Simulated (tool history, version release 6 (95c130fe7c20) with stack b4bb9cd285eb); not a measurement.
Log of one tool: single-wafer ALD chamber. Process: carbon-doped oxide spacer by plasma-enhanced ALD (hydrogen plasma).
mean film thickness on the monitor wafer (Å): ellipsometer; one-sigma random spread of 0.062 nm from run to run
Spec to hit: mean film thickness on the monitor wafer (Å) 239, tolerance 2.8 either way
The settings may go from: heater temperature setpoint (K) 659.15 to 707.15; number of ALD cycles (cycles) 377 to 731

run	hour	heater temperature setpoint (K)	number of ALD cycles (cycles)	mean film thickness on the monitor wafer (Å)
1	0	683.15	554	262.33
2	8.6	687.15	554	261.07
3	16.4	693.15	554	255.04
4	26.3	693.15	619	286.38
5	32.3	699.15	619	281.19
6	37.4	693.15	619	287.66
7	46.8	697.15	593	270.69
8	52.2	707.15	528	233.61

4 next moves are on the table. One of them brings every result within its allowed miss. Which?
A	57.6	699.15	541	?
B	57.6	702.15	547	?
C	57.6	704.15	548	?
D	57.6	696.15	521	?

move	mean film thickness on the monitor wafer (Å)
A	244.48
B	245.08
C	244.12
D	237.46
A: carries the result that was furthest off beyond its target, to the other side
B: carries the result that was furthest off beyond its target, to the other side
C: carries the result that was furthest off beyond its target, to the other side
D: all results land within tolerance of their targets
D meets every target.
